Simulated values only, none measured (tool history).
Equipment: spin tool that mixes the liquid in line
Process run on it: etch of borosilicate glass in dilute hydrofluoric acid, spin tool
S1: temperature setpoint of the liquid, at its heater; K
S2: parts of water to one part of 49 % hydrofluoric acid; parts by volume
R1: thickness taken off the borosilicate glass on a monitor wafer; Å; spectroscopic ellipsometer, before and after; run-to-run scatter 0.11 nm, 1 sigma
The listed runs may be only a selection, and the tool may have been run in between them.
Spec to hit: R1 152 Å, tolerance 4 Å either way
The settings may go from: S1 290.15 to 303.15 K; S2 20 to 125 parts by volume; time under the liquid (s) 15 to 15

run 1 day=0 | S1=295.15 S2=70 time_under_the_liquid_(s)=15 | R1=57.6
run 2 day=0.354 | S1=297.15 S2=60 time_under_the_liquid_(s)=15 | R1=74.683
run 3 day=0.492 | S1=298.65 S2=50 time_under_the_liquid_(s)=15 | R1=95.195
run 4 day=0.604 | S1=297.15 S2=50 time_under_the_liquid_(s)=15 | R1=90.617
run 5 day=0.9 | S1=297.15 S2=65 time_under_the_liquid_(s)=15 | R1=67.631
run 6 day=1.012 | S1=298.65 S2=55 time_under_the_liquid_(s)=15 | R1=86.888
run 7 day=1.371 | S1=299.65 S2=50 time_under_the_liquid_(s)=15 | R1=99.99
run 8 day=1.512 | S1=300.65 S2=45 time_under_the_liquid_(s)=15 | R1=115.66
run 9 day=1.571 | S1=303.15 S2=35 time_under_the_liquid_(s)=15 | R1=168.15
run 10 day=1.733 | S1=302.65 S2=35 time_under_the_liquid_(s)=15 | R1=165.17
-- day=1.933 hydrofluoric acid flow meter replaced
run 11 day=1.933 | S1=302.15 S2=35 time_under_the_liquid_(s)=15 | R1=177.11
run 12 day=2.267 | S1=301.15 S2=35 time_under_the_liquid_(s)=15 | R1=168.93

Next run, 4 choices. One meets every target within its allowed miss, the rest don't. Which?
run A day=2.6 | S1=301.65 S2=40 time_under_the_liquid_(s)=15 | R1=?
run B day=2.6 | S1=300.65 S2=35 time_under_the_liquid_(s)=15 | R1=?
run C day=2.6 | S1=303.15 S2=40 time_under_the_liquid_(s)=15 | R1=?
run D day=2.6 | S1=300.65 S2=40 time_under_the_liquid_(s)=15 | R1=?

move=A R1=149.56
move=B R1=165.39
move=C R1=158.77
move=D R1=143.66
A: all results in spec
B: moves toward the targets from the last run without getting all of them in spec
C: moves toward the targets from the last run without getting all of them in spec
D: takes the result that was furthest off past its target
A is the move that brings every result within its allowed miss.
